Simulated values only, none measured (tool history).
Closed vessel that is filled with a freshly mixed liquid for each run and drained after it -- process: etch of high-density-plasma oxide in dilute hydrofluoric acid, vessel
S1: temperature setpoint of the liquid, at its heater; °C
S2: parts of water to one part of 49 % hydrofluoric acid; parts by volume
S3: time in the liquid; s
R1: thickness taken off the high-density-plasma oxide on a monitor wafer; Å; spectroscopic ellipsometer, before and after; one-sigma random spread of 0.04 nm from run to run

Run 1, day 0: S1 23 °C, S2 165 parts by volume, S3 340 s. Result: R1 85.44 Å.
Run 2, day 0.033: S1 25 °C, S2 165 parts by volume, S3 340 s. Result: R1 91.137 Å.
Run 3, day 0.212: S1 23 °C, S2 175 parts by volume, S3 340 s. Result: R1 79.583 Å.
Run 4, day 0.404: S1 21.5 °C, S2 180 parts by volume, S3 340 s. Result: R1 72.645 Å.
Run 5, day 0.583: S1 22.5 °C, S2 180 parts by volume, S3 340 s. Result: R1 76.106 Å.
Run 6, day 0.862: S1 21 °C, S2 185 parts by volume, S3 340 s. Result: R1 70.077 Å.

What will run 7 give?
Run 7, day 1.225: S1 20 °C, S2 190 parts by volume, S3 340 s. Result: R1 ?.

R1: 64.922 Å
